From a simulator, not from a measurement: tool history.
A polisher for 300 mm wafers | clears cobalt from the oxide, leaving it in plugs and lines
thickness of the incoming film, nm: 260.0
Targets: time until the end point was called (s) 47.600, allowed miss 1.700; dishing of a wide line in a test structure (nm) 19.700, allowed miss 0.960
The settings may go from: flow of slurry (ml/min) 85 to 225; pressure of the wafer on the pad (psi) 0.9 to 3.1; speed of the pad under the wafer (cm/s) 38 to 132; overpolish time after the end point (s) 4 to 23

run,day,flow of slurry (ml/min),pressure of the wafer on the pad (psi),speed of the pad under the wafer (cm/s),overpolish time after the end point (s),time until the end point was called (s),dishing of a wide line in a test structure (nm)
1,0.000,145,2.0,84,12,62.025,38.587
2,0.246,145,2.0,84,16,62.428,48.003
3,0.521,145,1.5,84,16,82.836,39.321
4,0.758,145,1.6,82,15,78.165,38.998
5,0.821,145,1.6,82,18,79.814,44.262
6,0.896,145,1.6,62,18,100.220,37.694
7,0.979,150,1.7,60,17,94.318,37.255
8,1.021,155,1.8,58,16,94.292,36.167
9,1.096,155,1.8,58,16,91.917,36.739
10,1.425,150,1.9,60,15,84.768,37.050
11,1.529,145,1.9,66,14,79.285,35.930
12,1.817,140,2.0,66,13,76.579,34.660
13,1.854,135,2.1,66,12,72.801,35.230
14,2.012,145,2.0,70,11,72.732,33.395
15,2.292,140,2.0,70,10,72.144,30.168
16,2.425,100,2.6,72,4,60.090,16.327
17,2.775,115,2.9,70,4,54.311,17.436

4 next moves are on the table. One of them brings every result within its allowed miss. Which?
A,3.125,125,3.1,72,4,?,?
B,3.125,105,2.7,56,5,?,?
C,3.125,85,2.9,82,4,?,?
D,3.125,110,2.8,62,5,?,?

move,time until the end point was called (s),dishing of a wide line in a test structure (nm)
A,48.035,19.637
B,70.049,17.114
C,51.604,18.420
D,61.694,19.176
A: meets every target
B: further off than the last run
C: nearer than the last run, and not there yet
D: further off than the last run
Answer: A

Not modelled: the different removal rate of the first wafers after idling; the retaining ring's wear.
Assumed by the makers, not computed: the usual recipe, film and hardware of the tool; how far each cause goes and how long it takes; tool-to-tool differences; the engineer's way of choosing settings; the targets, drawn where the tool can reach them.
